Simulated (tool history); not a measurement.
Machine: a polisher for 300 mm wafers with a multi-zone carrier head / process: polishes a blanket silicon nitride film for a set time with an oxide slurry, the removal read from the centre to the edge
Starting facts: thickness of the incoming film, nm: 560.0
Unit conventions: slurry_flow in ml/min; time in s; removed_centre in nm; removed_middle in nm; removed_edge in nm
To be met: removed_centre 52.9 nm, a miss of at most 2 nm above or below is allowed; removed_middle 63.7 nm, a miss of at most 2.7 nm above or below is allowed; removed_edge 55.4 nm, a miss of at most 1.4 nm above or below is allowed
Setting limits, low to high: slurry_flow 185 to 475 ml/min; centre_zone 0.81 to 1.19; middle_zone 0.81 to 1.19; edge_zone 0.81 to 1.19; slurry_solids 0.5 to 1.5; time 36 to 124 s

run	day	slurry_flow	centre_zone	middle_zone	edge_zone	slurry_solids	time	removed_centre	removed_middle	removed_edge
1	0	305	1	1	1	1	79	62.136	61.363	62.778
2	0.338	305	1	1	1	0.85	79	56.171	56.996	57.076
3	0.579	305	1	1	1	1.05	79	64.878	64.494	62.992
4	0.642	305	1.09	1	1	1.05	79	68.999	64.91	64.189
# day 0.746: worn pad replaced by a new one
5	0.746	300	1.06	1.01	0.98	1.05	79	72.117	69.294	68.079
6	0.992	300	1.01	1.01	0.98	1.05	79	69.141	68.366	67.186
7	1.121	300	1.01	1.01	0.98	1.05	79	68.276	67.381	68.477
8	1.367	325	1	1.02	1.01	1.05	79	67.835	69.622	68.196
9	1.617	345	1.01	1.03	1.04	1	79	67.381	69.156	68.815

Pick the move, out of 5, that brings all results within their allowed miss; only one does.
A	1.867	395	0.97	0.94	1.13	0.8	109	?	?	?
B	1.867	320	1	1.01	1.07	1.1	65	?	?	?
C	1.867	420	0.94	1.18	1.02	0.9	68	?	?	?
D	1.867	380	0.85	1.18	1.02	0.85	71	?	?	?
E	1.867	335	0.86	1.16	1.1	0.75	78	?	?	?

move	removed_centre	removed_middle	removed_edge
A	80.929	77.247	87.919
B	58.069	57.158	59.967
C	52.713	62.905	56.184
D	47.764	63.162	56.477
E	48.67	62.733	58.97
A: further off than the last run
B: closer than the last run, but not yet in spec
C: every result lands within tolerance
D: puts the biggest miss on target and leaves a different result outside tolerance
E: closer than the last run, but not yet in spec
So the answer is move C, the one that meets all the targets.
